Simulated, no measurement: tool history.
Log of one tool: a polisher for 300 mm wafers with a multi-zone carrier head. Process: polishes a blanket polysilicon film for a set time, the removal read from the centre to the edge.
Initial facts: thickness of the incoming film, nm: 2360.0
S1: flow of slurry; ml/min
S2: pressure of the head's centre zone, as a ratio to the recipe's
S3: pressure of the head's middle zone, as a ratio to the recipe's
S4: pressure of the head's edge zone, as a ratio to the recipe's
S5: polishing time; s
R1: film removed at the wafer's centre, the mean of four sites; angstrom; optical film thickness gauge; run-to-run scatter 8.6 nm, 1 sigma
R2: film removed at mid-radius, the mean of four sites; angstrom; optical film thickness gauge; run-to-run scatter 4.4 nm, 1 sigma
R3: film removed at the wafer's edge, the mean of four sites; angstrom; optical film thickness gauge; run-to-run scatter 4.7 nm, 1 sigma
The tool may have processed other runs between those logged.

{"run": 1, "hour": 0.0, "S1": 130, "S2": 1, "S3": 1, "S4": 1, "S5": 80, "R1": 8127.1, "R2": 7876.3, "R3": 8077.8}
{"run": 2, "hour": 3.1, "S1": 130, "S2": 1, "S3": 1, "S4": 0.98, "S5": 78, "R1": 7817.1, "R2": 7707.7, "R3": 7656.6}
{"run": 3, "hour": 10.8, "S1": 130, "S2": 1, "S3": 1, "S4": 0.98, "S5": 90, "R1": 9181.1, "R2": 8918.5, "R3": 9019.2}
{"run": 4, "hour": 13.9, "S1": 130, "S2": 1, "S3": 1, "S4": 0.98, "S5": 101, "R1": 10083, "R2": 10017, "R3": 9998.2}
{"run": 5, "hour": 19.6, "S1": 140, "S2": 1, "S3": 1, "S4": 0.98, "S5": 101, "R1": 9982.4, "R2": 10111, "R3": 10195}
{"run": 6, "hour": 23.7, "S1": 140, "S2": 1, "S3": 1, "S4": 0.98, "S5": 115, "R1": 11268, "R2": 11439, "R3": 11773}
{"run": 7, "hour": 26.4, "S1": 135, "S2": 0.99, "S3": 0.99, "S4": 0.97, "S5": 109, "R1": 10879, "R2": 10740, "R3": 10888}
{"run": 8, "hour": 30.0, "S1": 135, "S2": 0.98, "S3": 0.98, "S4": 0.96, "S5": 103, "R1": 9851.5, "R2": 10220, "R3": 10294}
{"run": 9, "hour": 32.7, "S1": 135, "S2": 0.98, "S3": 0.98, "S4": 0.96, "S5": 103, "R1": 10180, "R2": 10111, "R3": 10293}
{"run": 10, "hour": 33.4, "S1": 135, "S2": 0.97, "S3": 0.98, "S4": 0.95, "S5": 97, "R1": 9415.5, "R2": 9549.5, "R3": 9722.6}
{"run": 11, "hour": 40.5, "S1": 135, "S2": 0.97, "S3": 0.98, "S4": 0.95, "S5": 97, "R1": 9312.9, "R2": 9549.7, "R3": 9624.2}

The next listed run, before its measurement:
{"run": 12, "hour": 48.3, "S1": 130, "S2": 0.97, "S3": 0.97, "S4": 0.94, "S5": 92, "R1": "?", "R2": "?", "R3": "?"}

{"run 12": {"R1": 9004.4, "R2": 8733.8, "R3": 8988.3}}

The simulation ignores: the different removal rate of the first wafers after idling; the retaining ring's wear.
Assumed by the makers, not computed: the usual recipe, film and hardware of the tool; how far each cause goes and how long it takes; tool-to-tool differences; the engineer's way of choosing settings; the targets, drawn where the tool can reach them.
